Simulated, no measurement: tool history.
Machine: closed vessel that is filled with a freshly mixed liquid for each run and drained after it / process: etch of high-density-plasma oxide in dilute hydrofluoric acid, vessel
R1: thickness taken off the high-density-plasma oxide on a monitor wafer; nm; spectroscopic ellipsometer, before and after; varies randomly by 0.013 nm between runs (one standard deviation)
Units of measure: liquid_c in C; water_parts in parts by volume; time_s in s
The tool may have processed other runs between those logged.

Run 1, hour 0.0: liquid_c 24.0 C, water_parts 175 parts by volume, time_s 75 s. Result: R1 2.8576 nm.
Run 2, hour 2.4: liquid_c 26.0 C, water_parts 175 parts by volume, time_s 75 s. Result: R1 3.0516 nm.
Run 3, hour 7.8: liquid_c 26.0 C, water_parts 205 parts by volume, time_s 75 s. Result: R1 2.4764 nm.
Run 4, hour 13.3: liquid_c 26.0 C, water_parts 265 parts by volume, time_s 75 s. Result: R1 1.7865 nm.
Run 5, hour 19.6: liquid_c 26.0 C, water_parts 210 parts by volume, time_s 75 s. Result: R1 2.4280 nm.
Run 6, hour 20.9: liquid_c 24.0 C, water_parts 220 parts by volume, time_s 75 s. Result: R1 2.1168 nm.
Run 7, hour 30.0: liquid_c 22.5 C, water_parts 220 parts by volume, time_s 75 s. Result: R1 2.0015 nm.

Forecast run 8:
Run 8, hour 37.5: liquid_c 21.0 C, water_parts 220 parts by volume, time_s 75 s. Result: R1 ?.

R1: 1.9008 nm

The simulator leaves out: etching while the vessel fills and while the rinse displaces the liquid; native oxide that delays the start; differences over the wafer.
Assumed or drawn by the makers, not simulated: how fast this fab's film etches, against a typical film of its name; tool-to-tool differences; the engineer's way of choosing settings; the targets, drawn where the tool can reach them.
